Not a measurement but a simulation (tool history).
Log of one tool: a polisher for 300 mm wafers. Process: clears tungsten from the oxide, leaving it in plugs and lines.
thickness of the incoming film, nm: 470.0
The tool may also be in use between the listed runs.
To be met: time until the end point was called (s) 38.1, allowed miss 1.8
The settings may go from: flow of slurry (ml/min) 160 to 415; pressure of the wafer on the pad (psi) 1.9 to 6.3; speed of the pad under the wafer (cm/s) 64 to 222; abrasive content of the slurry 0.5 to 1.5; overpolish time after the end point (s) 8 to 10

run,hour,flow of slurry (ml/min),pressure of the wafer on the pad (psi),speed of the pad under the wafer (cm/s),abrasive content of the slurry,overpolish time after the end point (s),time until the end point was called (s)
1,0,265,4.1,142,1,10,59.891
2,3.8,265,4.1,142,1.15,10,57.386
3,6.8,265,4.3,142,1.15,10,54.819
4,14.6,205,4.3,142,1.15,10,57
5,21.9,205,4.3,142,1.15,8,56.662
6,29.7,205,4.5,142,1.15,8,53.246
7,32.7,205,4.7,142,1.15,8,51.157
8,39.1,205,4.9,142,1.15,8,49.819
9,45.6,205,4.9,142,1.15,8,49.218

Which of these 5 next moves meets every target?
A,52.1,240,6.3,140,1.15,8,?
B,52.1,200,5.9,168,1.2,8,?
C,52.1,170,4.8,172,1.05,8,?
D,52.1,215,5.6,138,1.15,8,?
E,52.1,220,5.8,172,1.2,8,?

move,time until the end point was called (s)
A,37.607
B,33.688
C,42.575
D,43.198
E,33.2
A: meets every target
B: takes the result that was furthest off past its target
C: nearer than the last run, and not there yet
D: nearer than the last run, and not there yet
E: takes the result that was furthest off past its target
Move A is the one to make.

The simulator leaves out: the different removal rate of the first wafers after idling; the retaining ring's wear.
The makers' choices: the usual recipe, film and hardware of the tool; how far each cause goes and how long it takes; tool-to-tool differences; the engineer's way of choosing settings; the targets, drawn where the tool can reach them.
